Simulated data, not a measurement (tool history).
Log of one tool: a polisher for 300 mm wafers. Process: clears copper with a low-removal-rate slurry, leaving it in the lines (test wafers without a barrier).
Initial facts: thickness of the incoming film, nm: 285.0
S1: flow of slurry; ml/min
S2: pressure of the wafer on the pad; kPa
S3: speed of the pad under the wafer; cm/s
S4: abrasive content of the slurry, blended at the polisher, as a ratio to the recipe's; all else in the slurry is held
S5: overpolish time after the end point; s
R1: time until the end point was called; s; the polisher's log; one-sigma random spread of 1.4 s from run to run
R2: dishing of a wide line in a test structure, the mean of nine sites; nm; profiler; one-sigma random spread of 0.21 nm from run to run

run	hour	S1	S2	S3	S4	S5	R1	R2
1	0.0	285	17.2	112	1.0	9	93.017	17.194
2	6.8	285	17.2	112	1.0	8	91.835	15.213
3	10.7	285	17.2	132	1.0	8	81.626	17.838
4	14.0	285	17.2	114	1.0	8	88.987	15.866
5	16.1	285	17.2	134	1.0	8	77.680	17.356
6	21.9	285	17.2	134	1.1	8	74.945	18.667
7	28.2	285	16.5	134	1.1	8	80.650	17.821

Run 8, settings as shown, results not yet in. Your forecast:
8	36.6	285	16.5	134	1.1	7	?	?

R1: 81.080 s
R2: 15.690 nm
